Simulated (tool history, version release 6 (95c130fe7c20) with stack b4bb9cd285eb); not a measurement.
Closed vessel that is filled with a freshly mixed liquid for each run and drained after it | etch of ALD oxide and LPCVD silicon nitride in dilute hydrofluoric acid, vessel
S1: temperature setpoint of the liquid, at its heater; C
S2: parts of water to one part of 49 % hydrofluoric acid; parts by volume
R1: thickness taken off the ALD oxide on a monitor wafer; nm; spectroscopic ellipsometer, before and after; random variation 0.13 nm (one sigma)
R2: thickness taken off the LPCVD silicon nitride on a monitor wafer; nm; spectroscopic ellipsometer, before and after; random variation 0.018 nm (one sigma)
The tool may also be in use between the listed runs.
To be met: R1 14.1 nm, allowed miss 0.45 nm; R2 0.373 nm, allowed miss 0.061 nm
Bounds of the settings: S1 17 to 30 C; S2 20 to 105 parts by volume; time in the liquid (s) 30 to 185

{"run": 1, "hour": 0.0, "S1": 22, "S2": 55, "time in the liquid (s)": 95, "R1": 27.175, "R2": 0.85708}
{"run": 2, "hour": 9.0, "S1": 20.5, "S2": 60, "time in the liquid (s)": 95, "R1": 23.278, "R2": 0.63394}
{"run": 3, "hour": 11.2, "S1": 20.5, "S2": 65, "time in the liquid (s)": 95, "R1": 21.24, "R2": 0.55272}
{"run": 4, "hour": 17.4, "S1": 21, "S2": 70, "time in the liquid (s)": 95, "R1": 20.056, "R2": 0.57636}
{"run": 5, "hour": 18.4, "S1": 20.5, "S2": 75, "time in the liquid (s)": 95, "R1": 18.075, "R2": 0.50046}
{"run": 6, "hour": 24.5, "S1": 20.5, "S2": 75, "time in the liquid (s)": 65, "R1": 12.735, "R2": 0.33675}
{"run": 7, "hour": 28.8, "S1": 20.5, "S2": 70, "time in the liquid (s)": 65, "R1": 13.58, "R2": 0.38462}
{"run": 8, "hour": 31.0, "S1": 20.5, "S2": 70, "time in the liquid (s)": 65, "R1": 13.461, "R2": 0.39146}
{"run": 9, "hour": 31.6, "S1": 20, "S2": 70, "time in the liquid (s)": 65, "R1": 13.342, "R2": 0.3599}

Which of these 5 next moves meets every target?
{"run": "A", "hour": 32.2, "S1": 19.5, "S2": 70, "time in the liquid (s)": 70, "R1": "?", "R2": "?"}
{"run": "B", "hour": 32.2, "S1": 24, "S2": 60, "time in the liquid (s)": 45, "R1": "?", "R2": "?"}
{"run": "C", "hour": 32.2, "S1": 25, "S2": 70, "time in the liquid (s)": 60, "R1": "?", "R2": "?"}
{"run": "D", "hour": 32.2, "S1": 26.5, "S2": 70, "time in the liquid (s)": 45, "R1": "?", "R2": "?"}
{"run": "E", "hour": 32.2, "S1": 22.5, "S2": 75, "time in the liquid (s)": 60, "R1": "?", "R2": "?"}

move=A R1=14.053 R2=0.39269
move=B R1=12.858 R2=0.39885
move=C R1=15.102 R2=0.48849
move=D R1=12.026 R2=0.40444
move=E R1=12.657 R2=0.38619
A: meets every target
B: further off than the last run
C: takes the result that was furthest off past its target
D: further off than the last run
E: further off than the last run
The right move is A.

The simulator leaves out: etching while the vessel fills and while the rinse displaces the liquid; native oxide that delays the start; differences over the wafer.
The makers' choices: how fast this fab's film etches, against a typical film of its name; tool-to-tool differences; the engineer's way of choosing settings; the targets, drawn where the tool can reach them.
